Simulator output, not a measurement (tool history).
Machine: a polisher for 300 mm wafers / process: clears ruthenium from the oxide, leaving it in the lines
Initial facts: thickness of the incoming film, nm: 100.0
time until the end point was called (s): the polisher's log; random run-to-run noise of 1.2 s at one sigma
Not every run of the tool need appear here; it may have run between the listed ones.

run,hour,flow of slurry (ml/min),pressure of the wafer on the pad (psi),speed of the pad under the wafer (m/s),overpolish time after the end point (s),time until the end point was called (s)
1,0.0,305,2.2,0.86,45,99.031
2,2.2,305,2.2,0.86,48,100.200
3,4.0,305,2.4,0.86,48,88.822
4,6.9,305,2.5,0.86,48,86.635
5,10.0,260,2.5,0.86,48,87.294
6,12.5,260,2.5,0.86,45,84.792
7,17.4,260,2.6,0.86,45,86.179
8,25.6,260,2.7,0.86,45,81.033
9,26.5,260,2.7,0.86,45,78.845

Expected results for the next run?
10,35.3,260,2.8,0.86,45,?

Run 10 gave time until the end point was called (s) 78.066.
